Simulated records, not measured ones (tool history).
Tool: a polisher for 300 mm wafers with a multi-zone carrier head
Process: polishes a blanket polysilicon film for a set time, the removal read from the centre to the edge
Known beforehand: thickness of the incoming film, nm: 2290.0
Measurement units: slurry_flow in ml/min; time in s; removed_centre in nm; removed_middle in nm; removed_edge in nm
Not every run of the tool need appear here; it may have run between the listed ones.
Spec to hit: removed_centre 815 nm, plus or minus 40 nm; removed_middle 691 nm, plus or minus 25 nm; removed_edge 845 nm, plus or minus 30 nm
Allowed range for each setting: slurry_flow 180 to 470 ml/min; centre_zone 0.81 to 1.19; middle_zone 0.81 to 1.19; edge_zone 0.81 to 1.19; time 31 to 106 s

run,hour,slurry_flow,centre_zone,middle_zone,edge_zone,time,removed_centre,removed_middle,removed_edge
1,0,300,1,1,1,68,605.47,601.68,610.55
2,4.2,300,1,1,0.92,68,610.1,594.81,588.01
3,10.3,300,1,1.04,0.92,68,600.34,619.14,591.24
4,11,295,1,0.99,0.97,73,650.15,635.79,656.52
5,13.9,290,1.01,0.97,1,76,676.89,649.43,679.04
6,18.4,290,1.01,0.97,1,89,806.42,768.43,795.86
7,26.5,285,1.01,0.93,1.02,89,809.3,736.11,807.37
8,28.8,280,1.01,0.91,1.04,89,798.22,724.33,809.49

Exactly one of the 4 candidate moves below puts every result within its allowed miss. Which one?
A,31.1,225,0.87,0.84,1.06,101,?,?,?
B,31.1,245,1.06,0.84,0.98,90,?,?,?
C,31.1,245,1.01,0.84,1.06,93,?,?,?
D,31.1,180,1.02,0.94,1.19,97,?,?,?

move,removed_centre,removed_middle,removed_edge
A,750.75,731.66,921.12
B,824.93,657.52,795.96
C,811.93,679.54,854.15
D,821.19,749.47,917.5
A: misses by more than the last run did
B: moves the result that the last run missed by most past its target, out the other side
C: each result inside its tolerance
D: misses by more than the last run did
The move that meets every target is C.

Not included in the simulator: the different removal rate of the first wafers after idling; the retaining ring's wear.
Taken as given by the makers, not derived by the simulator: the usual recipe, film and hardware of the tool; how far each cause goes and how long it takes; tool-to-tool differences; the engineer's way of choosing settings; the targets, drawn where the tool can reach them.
